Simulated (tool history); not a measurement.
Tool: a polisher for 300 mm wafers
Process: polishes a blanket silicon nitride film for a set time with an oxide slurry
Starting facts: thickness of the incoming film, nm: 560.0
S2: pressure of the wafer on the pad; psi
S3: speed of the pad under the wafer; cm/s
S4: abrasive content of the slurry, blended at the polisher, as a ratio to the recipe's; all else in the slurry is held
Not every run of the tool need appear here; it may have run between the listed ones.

{"run": 1, "hour": 0.0, "flow of slurry (ml/min)": 155, "S2": 4.5, "S3": 104, "S4": 1.0, "polishing time (s)": 63, "film removed (nm)": 56.628}
{"run": 2, "hour": 1.1, "flow of slurry (ml/min)": 155, "S2": 4.5, "S3": 104, "S4": 1.0, "polishing time (s)": 57, "film removed (nm)": 49.955}
{"run": 3, "hour": 3.3, "flow of slurry (ml/min)": 160, "S2": 5.0, "S3": 104, "S4": 1.0, "polishing time (s)": 57, "film removed (nm)": 56.808}
{"run": 4, "hour": 4.4, "flow of slurry (ml/min)": 160, "S2": 5.4, "S3": 104, "S4": 1.0, "polishing time (s)": 57, "film removed (nm)": 61.226}
{"run": 5, "hour": 11.6, "flow of slurry (ml/min)": 160, "S2": 5.7, "S3": 104, "S4": 1.0, "polishing time (s)": 57, "film removed (nm)": 66.252}
{"run": 6, "hour": 18.6, "flow of slurry (ml/min)": 160, "S2": 5.9, "S3": 104, "S4": 1.0, "polishing time (s)": 57, "film removed (nm)": 67.106}
{"run": 7, "hour": 22.0, "flow of slurry (ml/min)": 165, "S2": 6.1, "S3": 104, "S4": 1.0, "polishing time (s)": 57, "film removed (nm)": 70.564}
{"run": 8, "hour": 28.1, "flow of slurry (ml/min)": 165, "S2": 6.2, "S3": 104, "S4": 1.0, "polishing time (s)": 57, "film removed (nm)": 70.527}

For run 9, what comes out?
{"run": 9, "hour": 36.8, "flow of slurry (ml/min)": 165, "S2": 6.3, "S3": 104, "S4": 1.0, "polishing time (s)": 57, "film removed (nm)": "?"}

Run 9 gave film removed (nm) 72.675.
